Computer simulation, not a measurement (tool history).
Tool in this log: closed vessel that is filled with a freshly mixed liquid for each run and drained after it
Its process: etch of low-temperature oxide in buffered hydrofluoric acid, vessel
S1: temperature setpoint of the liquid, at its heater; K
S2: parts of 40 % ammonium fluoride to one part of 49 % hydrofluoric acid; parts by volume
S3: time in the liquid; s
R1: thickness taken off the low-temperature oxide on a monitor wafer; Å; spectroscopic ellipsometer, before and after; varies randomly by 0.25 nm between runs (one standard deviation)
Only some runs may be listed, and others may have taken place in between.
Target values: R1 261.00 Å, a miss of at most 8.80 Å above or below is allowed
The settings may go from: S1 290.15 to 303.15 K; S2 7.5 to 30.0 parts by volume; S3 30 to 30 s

run,hour,S1,S2,S3,R1
1,0.0,295.15,22.0,30,400.72
2,7.5,293.65,23.5,30,356.82
3,8.4,293.65,21.0,30,381.70
4,15.2,293.65,21.0,30,385.54
5,23.5,292.65,23.0,30,334.19
6,30.2,292.65,23.0,30,339.66
7,33.7,292.15,24.0,30,321.31
# hour 38.3: hydrofluoric acid flow meter replaced
8,38.3,291.65,25.0,30,283.82
9,46.5,291.15,25.0,30,272.12

4 next moves are on the table. One of them brings every result within its allowed miss. Which?
A,54.7,291.15,23.5,30,?
B,54.7,290.15,24.5,30,?
C,54.7,290.15,20.5,30,?
D,54.7,290.15,22.5,30,?

move,R1
A,288.53
B,264.75
C,299.49
D,280.83
A: lands further from the targets than the last run did
B: all results land within tolerance of their targets
C: lands further from the targets than the last run did
D: lands further from the targets than the last run did
Correct choice: B, which meets every target

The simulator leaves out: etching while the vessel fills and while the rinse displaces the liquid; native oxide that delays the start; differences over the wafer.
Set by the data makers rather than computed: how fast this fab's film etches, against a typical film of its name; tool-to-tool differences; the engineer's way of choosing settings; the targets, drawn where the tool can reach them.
